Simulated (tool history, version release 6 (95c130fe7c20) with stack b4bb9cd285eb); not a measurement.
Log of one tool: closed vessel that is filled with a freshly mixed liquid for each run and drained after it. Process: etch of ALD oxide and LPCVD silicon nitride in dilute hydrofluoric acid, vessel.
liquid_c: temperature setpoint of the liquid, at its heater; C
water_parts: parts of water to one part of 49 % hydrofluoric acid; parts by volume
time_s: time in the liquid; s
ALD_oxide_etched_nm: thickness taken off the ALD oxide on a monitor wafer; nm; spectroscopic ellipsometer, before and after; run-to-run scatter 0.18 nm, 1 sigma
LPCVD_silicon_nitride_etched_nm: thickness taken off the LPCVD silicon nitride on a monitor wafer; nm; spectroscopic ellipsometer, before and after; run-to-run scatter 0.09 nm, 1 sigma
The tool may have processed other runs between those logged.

run	hour	liquid_c	water_parts	time_s	ALD_oxide_etched_nm	LPCVD_silicon_nitride_etched_nm
1	0	23	260	345	20.478	0.58087
2	8.8	23	260	410	24.461	0.67176
3	13.4	24	240	410	28.025	0.84307
4	19.3	24	275	410	23.619	0.75939
5	27.8	24	325	410	19.019	0.56765
6	30.5	24	270	410	24.11	0.72266
7	35	24.5	245	410	27.641	0.84689
8	44.4	25	225	410	31.314	0.91322
9	53	26	215	410	34.399	1.0001
10	56.4	27	205	410	37.747	1.073
11	61.9	27.5	200	410	39.648	1.2834

Predict the results of run 12:
12	66.5	29	135	410	?	?

Run 12 came out at ALD_oxide_etched_nm 67.701 nm, LPCVD_silicon_nitride_etched_nm 1.8622 nm.

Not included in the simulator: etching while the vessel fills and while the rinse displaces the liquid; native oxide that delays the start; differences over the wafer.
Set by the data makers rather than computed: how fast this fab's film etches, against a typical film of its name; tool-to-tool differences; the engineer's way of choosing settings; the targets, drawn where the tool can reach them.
